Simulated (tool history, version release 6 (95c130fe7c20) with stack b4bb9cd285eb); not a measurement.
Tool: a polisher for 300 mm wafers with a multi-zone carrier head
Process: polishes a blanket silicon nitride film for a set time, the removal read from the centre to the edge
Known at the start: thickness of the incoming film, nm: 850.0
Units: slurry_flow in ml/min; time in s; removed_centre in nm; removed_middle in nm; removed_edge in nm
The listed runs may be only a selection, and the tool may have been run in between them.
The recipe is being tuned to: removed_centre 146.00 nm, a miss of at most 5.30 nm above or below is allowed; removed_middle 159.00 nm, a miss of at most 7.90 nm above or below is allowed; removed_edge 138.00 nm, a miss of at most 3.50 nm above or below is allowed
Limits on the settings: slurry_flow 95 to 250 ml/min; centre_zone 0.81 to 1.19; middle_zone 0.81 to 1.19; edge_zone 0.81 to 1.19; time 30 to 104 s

run  hour  slurry_flow  centre_zone  middle_zone  edge_zone  time  removed_centre  removed_middle  removed_edge
  1   0.0          160         1.00         1.00       1.00    67          118.50          115.97        114.36
  2   3.7          185         1.00         1.00       1.00    67          121.20          121.03        118.54
  3  10.0          185         1.00         1.00       0.95    67          119.11          121.74        114.79
  4  19.0          185         1.00         1.00       0.89    67          121.38          122.55        111.00
  5  19.9          185         1.00         1.00       0.83    67          119.34          123.78        107.30
  6  23.2          190         1.00         1.01       0.85    68          122.87          125.29        111.81
  7  26.2          195         1.00         1.03       0.86    69          126.34          127.17        114.30
  8  34.8          195         0.99         1.04       0.85    70          125.19          133.59        117.30
  9  39.6          200         0.99         1.05       0.85    70          125.89          131.17        115.59
 10  44.2          200         0.99         1.05       0.85    70          127.66          130.99        115.31
 11  52.0          200         0.99         1.05       0.85    71          127.53          135.97        117.09
 12  54.3          200         0.99         1.06       0.86    72          128.33          136.60        119.74

Of the 5 settings listed for the next run, only one would bring every result within its allowed miss of target. Which one?
  A  56.6          240         0.90         1.06       1.01    81               ?               ?             ?
  B  56.6          200         0.88         1.09       0.89    82               ?               ?             ?
  C  56.6          200         0.94         1.03       0.81    86               ?               ?             ?
  D  56.6          225         1.07         0.89       1.12    79               ?               ?             ?
  E  56.6          205         1.03         1.06       0.91    84               ?               ?             ?

move  removed_centre  removed_middle  removed_edge
   A          135.45          155.36        148.24
   B          130.43          157.14        138.92
   C          145.98          157.01        139.95
   D          155.24          129.61        151.45
   E          156.82          157.63        144.18
A: takes the biggest miss from the last run beyond its target
B: meets the target for the result that was furthest off, but another lies outside its allowed miss
C: all results land within tolerance of their targets
D: takes the biggest miss from the last run beyond its target
E: takes the biggest miss from the last run beyond its target
The move that meets every target is C.

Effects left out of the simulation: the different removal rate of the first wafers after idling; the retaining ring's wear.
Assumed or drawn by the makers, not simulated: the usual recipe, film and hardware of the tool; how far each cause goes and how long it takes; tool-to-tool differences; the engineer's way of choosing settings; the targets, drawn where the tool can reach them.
